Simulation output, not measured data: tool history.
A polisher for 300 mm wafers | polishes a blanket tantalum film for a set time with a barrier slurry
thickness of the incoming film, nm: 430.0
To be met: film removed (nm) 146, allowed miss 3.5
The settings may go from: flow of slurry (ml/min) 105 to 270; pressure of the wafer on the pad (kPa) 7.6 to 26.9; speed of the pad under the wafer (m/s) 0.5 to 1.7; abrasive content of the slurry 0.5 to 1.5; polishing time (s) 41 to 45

| run | hour | flow of slurry (ml/min) | pressure of the wafer on the pad (kPa) | speed of the pad under the wafer (m/s) | abrasive content of the slurry | polishing time (s) | film removed (nm) |
|---|---|---|---|---|---|---|---|
| 1 | 0 | 175 | 17.2 | 1.1 | 1 | 45 | 84.902 |
| 2 | 1.7 | 175 | 17.2 | 1 | 1 | 45 | 76.646 |
| 3 | 8.3 | 180 | 18.6 | 1 | 1 | 45 | 82.528 |
| 4 | 14.8 | 185 | 20 | 1.02 | 1 | 45 | 90.851 |
| 5 | 23.5 | 185 | 22.8 | 1.02 | 1 | 45 | 101.86 |
|  | 26.4 | slurry blender recalibrated |
| 6 | 26.4 | 190 | 23.4 | 1.04 | 1 | 45 | 126.93 |
| 7 | 29 | 190 | 23.4 | 1.04 | 1 | 45 | 128.03 |
| 8 | 34.9 | 195 | 23.4 | 1.04 | 1 | 45 | 125.88 |
| 9 | 36.5 | 200 | 23.4 | 1.04 | 1 | 45 | 129.63 |
| 10 | 39.3 | 205 | 23.4 | 1.04 | 1 | 45 | 130.19 |
| 11 | 47.8 | 210 | 23.4 | 1.04 | 1 | 45 | 129.63 |
| 12 | 51.5 | 215 | 23.4 | 1.04 | 1 | 45 | 129.12 |
| 13 | 54.6 | 220 | 23.4 | 1.04 | 1 | 45 | 128.83 |

Which of these 4 next moves meets every target?
| A | 57.7 | 220 | 24.1 | 1.04 | 1.1 | 45 | ? |
| B | 57.7 | 205 | 23.4 | 0.9 | 1.05 | 44 | ? |
| C | 57.7 | 220 | 24.8 | 1.14 | 1.2 | 42 | ? |
| D | 57.7 | 185 | 23.4 | 1.18 | 1 | 44 | ? |

| move | film removed (nm) |
|---|---|
| A | 138.69 |
| B | 112.03 |
| C | 148.98 |
| D | 141.32 |
A: nearer than the last run, and not there yet
B: further off than the last run
C: meets every target
D: nearer than the last run, and not there yet
The right move is C.
